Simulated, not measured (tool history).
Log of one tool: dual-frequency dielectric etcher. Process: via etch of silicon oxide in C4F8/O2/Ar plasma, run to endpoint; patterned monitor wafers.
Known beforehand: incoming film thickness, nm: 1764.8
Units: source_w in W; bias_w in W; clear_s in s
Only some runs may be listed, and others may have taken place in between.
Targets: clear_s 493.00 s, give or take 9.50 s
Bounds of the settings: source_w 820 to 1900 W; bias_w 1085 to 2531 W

run 1 hour=0.0 | source_w=1360 bias_w=1808 | clear_s=433.74
run 2 hour=0.9 | source_w=1230 bias_w=1771 | clear_s=458.55
run 3 hour=4.1 | source_w=1170 bias_w=1757 | clear_s=470.75
run 4 hour=5.6 | source_w=1130 bias_w=1749 | clear_s=483.28
run 5 hour=6.8 | source_w=1020 bias_w=1749 | clear_s=513.26
run 6 hour=14.1 | source_w=1020 bias_w=1529 | clear_s=532.24
run 7 hour=19.3 | source_w=1070 bias_w=1537 | clear_s=519.34
run 8 hour=28.3 | source_w=1070 bias_w=1537 | clear_s=518.96

Which one of the following 4 next-run settings gets every result inside its allowed miss? There is exactly one.
run A hour=37.3 | source_w=1080 bias_w=1793 | clear_s=?
run B hour=37.3 | source_w=1160 bias_w=1738 | clear_s=?
run C hour=37.3 | source_w=1010 bias_w=1334 | clear_s=?
run D hour=37.3 | source_w=1110 bias_w=1493 | clear_s=?

move=A clear_s=497.31
move=B clear_s=480.94
move=C clear_s=563.00
move=D clear_s=515.08
A: in spec on every target
B: pushes the last run's worst result past its target
C: its largest miss is bigger than the last run's
D: better than the last run, though not everything is in spec
Move A is the one to make.
